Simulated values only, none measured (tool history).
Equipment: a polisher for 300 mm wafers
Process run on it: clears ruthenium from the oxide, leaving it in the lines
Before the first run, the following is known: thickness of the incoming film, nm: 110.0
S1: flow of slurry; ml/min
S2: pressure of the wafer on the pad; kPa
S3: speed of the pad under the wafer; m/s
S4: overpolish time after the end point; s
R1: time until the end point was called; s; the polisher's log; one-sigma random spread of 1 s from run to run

run  hour   S1    S2    S3  S4      R1
  1     0  225  17.9  0.92   9  79.528
  2   4.8  225  17.9  1.14   9  64.258
  3   7.8  225  17.9  0.98   9  70.226
  4  12.4  225  17.9  0.76   9  92.606
  5  15.5  175  17.9  0.76   9  97.581
  6  20.6  175  17.9  0.76   9  96.057
  7  25.8  175    20  0.78   9  83.114
  8  32.1  175  21.4  0.78   9  78.026
  9  33.6  175  22.8   0.8   9  71.821

Estimate the outcome of run 10 from the log above:
 10  38.6  175  23.4  0.82   9   ?

Run 10 came out at R1 67.375 s.
